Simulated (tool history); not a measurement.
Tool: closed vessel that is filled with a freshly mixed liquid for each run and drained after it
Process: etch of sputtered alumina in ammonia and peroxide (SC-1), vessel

run  hour  temperature setpoint of the liquid (°C)  parts of 29 % ammonia solution to one part of 30 % peroxide (parts by volume)  time in the liquid (s)  thickness taken off the sputtered alumina on a monitor wafer (nm)
  1   0.0                                     61.0                                                                           0.95                     260                                                            22.7400
  2   6.2                                     59.0                                                                           0.95                     260                                                            20.2920
  3   8.6                                     56.5                                                                           0.95                     260                                                            18.0230
  4  12.4                                     55.5                                                                           0.95                     260                                                            16.9860
  5  15.9                                     50.5                                                                           0.95                     260                                                            13.0450
  6  18.0                                     50.5                                                                           0.95                     195                                                             9.7991
  7  20.2                                     51.5                                                                           0.95                     195                                                            10.2910
  8  26.0                                     52.5                                                                           0.95                     195                                                            10.9300

Predict the results of run 9:
  9  34.8                                     53.0                                                                           0.95                     195                                                                  ?

For run 9 the tool returned thickness taken off the sputtered alumina on a monitor wafer (nm) 11.1950.
